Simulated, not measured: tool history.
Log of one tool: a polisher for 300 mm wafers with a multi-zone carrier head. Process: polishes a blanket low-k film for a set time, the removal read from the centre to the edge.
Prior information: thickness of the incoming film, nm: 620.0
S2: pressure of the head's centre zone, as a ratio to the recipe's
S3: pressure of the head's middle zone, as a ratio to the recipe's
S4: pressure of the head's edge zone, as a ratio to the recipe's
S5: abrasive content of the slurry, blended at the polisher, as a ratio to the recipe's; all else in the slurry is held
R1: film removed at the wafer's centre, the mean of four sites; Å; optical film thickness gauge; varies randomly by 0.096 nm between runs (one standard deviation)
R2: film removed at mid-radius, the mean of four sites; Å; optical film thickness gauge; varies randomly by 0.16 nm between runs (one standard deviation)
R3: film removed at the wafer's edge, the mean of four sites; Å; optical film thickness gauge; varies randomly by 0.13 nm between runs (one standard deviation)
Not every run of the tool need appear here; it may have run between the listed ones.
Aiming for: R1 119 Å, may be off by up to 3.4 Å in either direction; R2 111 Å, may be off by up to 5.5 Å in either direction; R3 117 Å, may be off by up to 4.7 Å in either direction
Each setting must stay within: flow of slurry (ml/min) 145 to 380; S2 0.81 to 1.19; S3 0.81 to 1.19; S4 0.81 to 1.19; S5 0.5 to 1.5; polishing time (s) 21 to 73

Run 1, hour 0: flow of slurry (ml/min) 245, S2 1, S3 1, S4 1, S5 1, polishing time (s) 47. Result: R1 144.58 Å, R2 147.02 Å, R3 146.72 Å.
Run 2, hour 3.2: flow of slurry (ml/min) 245, S2 1, S3 1, S4 1, S5 1, polishing time (s) 58. Result: R1 177.68 Å, R2 180.56 Å, R3 185.28 Å.
Run 3, hour 6.9: flow of slurry (ml/min) 245, S2 1, S3 0.99, S4 0.99, S5 0.95, polishing time (s) 57. Result: R1 173.07 Å, R2 173.06 Å, R3 173.23 Å.
Run 4, hour 12.6: flow of slurry (ml/min) 240, S2 0.99, S3 0.97, S4 0.99, S5 0.9, polishing time (s) 56. Result: R1 165.89 Å, R2 164.88 Å, R3 167.1 Å.
Run 5, hour 15.6: flow of slurry (ml/min) 240, S2 1.08, S3 0.97, S4 0.99, S5 0.9, polishing time (s) 56. Result: R1 178.56 Å, R2 163.04 Å, R3 168.58 Å.
Run 6, hour 19.8: flow of slurry (ml/min) 240, S2 1.08, S3 0.97, S4 0.99, S5 0.9, polishing time (s) 50. Result: R1 157.75 Å, R2 148.32 Å, R3 149.05 Å.
Run 7, hour 24.9: flow of slurry (ml/min) 235, S2 1.07, S3 0.95, S4 0.99, S5 0.85, polishing time (s) 50. Result: R1 154.46 Å, R2 140.74 Å, R3 146.33 Å.
Run 8, hour 28.3: flow of slurry (ml/min) 230, S2 0.97, S3 0.91, S4 0.89, S5 0.6, polishing time (s) 49. Result: R1 124.36 Å, R2 120.43 Å, R3 121.22 Å.
Run 9, hour 33.4: flow of slurry (ml/min) 225, S2 0.97, S3 0.9, S4 0.89, S5 0.6, polishing time (s) 49. Result: R1 124.29 Å, R2 119.37 Å, R3 122.33 Å.
Run 10, hour 37.3: flow of slurry (ml/min) 225, S2 0.97, S3 0.89, S4 0.89, S5 0.6, polishing time (s) 49. Result: R1 123.02 Å, R2 114.72 Å, R3 122.34 Å.

Next run, 5 choices. One meets every target within its allowed miss, the rest don't. Which?
Run A, hour 41.2: flow of slurry (ml/min) 355, S2 0.93, S3 0.84, S4 0.86, S5 0.5, polishing time (s) 49. Result: R1 ?, R2 ?, R3 ?.
Run B, hour 41.2: flow of slurry (ml/min) 205, S2 0.91, S3 0.81, S4 0.92, S5 0.65, polishing time (s) 50. Result: R1 ?, R2 ?, R3 ?.
Run C, hour 41.2: flow of slurry (ml/min) 200, S2 0.91, S3 0.85, S4 0.88, S5 0.6, polishing time (s) 52. Result: R1 ?, R2 ?, R3 ?.
Run D, hour 41.2: flow of slurry (ml/min) 285, S2 1.04, S3 0.93, S4 0.91, S5 0.5, polishing time (s) 49. Result: R1 ?, R2 ?, R3 ?.
Run E, hour 41.2: flow of slurry (ml/min) 200, S2 0.94, S3 0.9, S4 0.98, S5 0.65, polishing time (s) 50. Result: R1 ?, R2 ?, R3 ?.

move      R1      R2      R3
   A  120.84  109.31  117.25
   B   122.3  110.15  126.84
   C  123.48  115.71  126.04
   D  129.58  116.35  117.66
   E  125.11  119.61  129.42
A: every result within its allowed miss
B: meets the target for the result that was furthest off, but another lies outside its allowed miss
C: its largest miss is bigger than the last run's
D: its largest miss is bigger than the last run's
E: its largest miss is bigger than the last run's
A meets every target.
